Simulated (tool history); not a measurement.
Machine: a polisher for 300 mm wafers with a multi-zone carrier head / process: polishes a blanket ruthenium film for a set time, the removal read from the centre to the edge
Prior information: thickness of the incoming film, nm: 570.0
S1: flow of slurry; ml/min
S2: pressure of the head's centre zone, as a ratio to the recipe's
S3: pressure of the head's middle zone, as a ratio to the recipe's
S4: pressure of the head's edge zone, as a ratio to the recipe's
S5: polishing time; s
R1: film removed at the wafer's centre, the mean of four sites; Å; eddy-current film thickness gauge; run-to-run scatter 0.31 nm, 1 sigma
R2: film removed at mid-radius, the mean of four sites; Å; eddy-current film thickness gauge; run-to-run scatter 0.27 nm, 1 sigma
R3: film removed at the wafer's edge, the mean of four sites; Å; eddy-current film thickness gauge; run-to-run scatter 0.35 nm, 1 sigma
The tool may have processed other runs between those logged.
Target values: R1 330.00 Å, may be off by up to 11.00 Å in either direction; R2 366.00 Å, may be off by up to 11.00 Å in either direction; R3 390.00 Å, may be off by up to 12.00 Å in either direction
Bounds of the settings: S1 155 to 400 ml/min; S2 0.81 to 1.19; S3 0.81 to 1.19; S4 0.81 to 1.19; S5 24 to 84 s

run	hour	S1	S2	S3	S4	S5	R1	R2	R3
1	0.0	255	1.00	1.00	1.00	54	506.69	490.76	491.95
2	0.9	255	1.00	1.00	1.08	54	512.51	492.61	520.37
3	1.9	250	0.98	0.99	1.07	53	490.64	482.02	504.02
4	8.7	250	0.98	0.99	1.04	53	489.16	470.83	494.30
5	16.0	250	0.98	0.99	0.99	53	482.84	476.49	487.73
6	20.9	250	0.97	0.98	0.98	52	473.32	466.70	468.54
7	25.3	245	0.95	0.97	0.99	51	454.71	453.19	464.12
8	30.6	195	0.85	0.91	0.94	41	313.59	336.53	355.71
9	31.4	205	0.85	0.91	0.95	41	315.00	335.05	357.51

Of the 4 settings listed for the next run, only one would bring every result within its allowed miss of target. Which one?
A	32.2	190	0.82	0.93	0.97	44	?	?	?
B	32.2	200	0.84	0.85	0.97	38	?	?	?
C	32.2	190	0.96	1.09	0.81	39	?	?	?
D	32.2	250	0.87	1.03	0.81	38	?	?	?

move	R1	R2	R3
A	330.11	365.67	384.49
B	293.86	295.29	334.24
C	339.70	370.48	313.26
D	313.85	356.66	313.74
A: all results land within tolerance of their targets
B: lands further from the targets than the last run did
C: puts the biggest miss on target and leaves a different result outside tolerance
D: puts the biggest miss on target and leaves a different result outside tolerance
So the answer is move A, the one that meets all the targets.
